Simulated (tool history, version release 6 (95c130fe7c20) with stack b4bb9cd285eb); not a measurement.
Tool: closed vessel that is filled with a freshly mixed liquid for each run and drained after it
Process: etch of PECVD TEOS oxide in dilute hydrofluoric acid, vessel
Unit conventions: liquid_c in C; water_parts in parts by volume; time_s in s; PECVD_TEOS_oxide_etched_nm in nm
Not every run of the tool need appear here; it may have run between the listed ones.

| run | hour | liquid_c | water_parts | time_s | PECVD_TEOS_oxide_etched_nm |
|---|---|---|---|---|---|
| 1 | 0.0 | 25.0 | 110 | 95 | 14.217 |
| 2 | 3.4 | 27.0 | 95 | 95 | 18.668 |
| 3 | 4.6 | 29.5 | 95 | 95 | 20.320 |
| 4 | 10.3 | 29.5 | 95 | 100 | 21.183 |
| 5 | 17.1 | 32.0 | 95 | 100 | 23.415 |
| 6 | 19.0 | 32.0 | 95 | 100 | 23.387 |

Run 7, settings as shown, results not yet in. Your forecast:
| 7 | 21.2 | 32.5 | 90 | 100 | ? |

{"run 7": {"PECVD_TEOS_oxide_etched_nm": 25.623}}

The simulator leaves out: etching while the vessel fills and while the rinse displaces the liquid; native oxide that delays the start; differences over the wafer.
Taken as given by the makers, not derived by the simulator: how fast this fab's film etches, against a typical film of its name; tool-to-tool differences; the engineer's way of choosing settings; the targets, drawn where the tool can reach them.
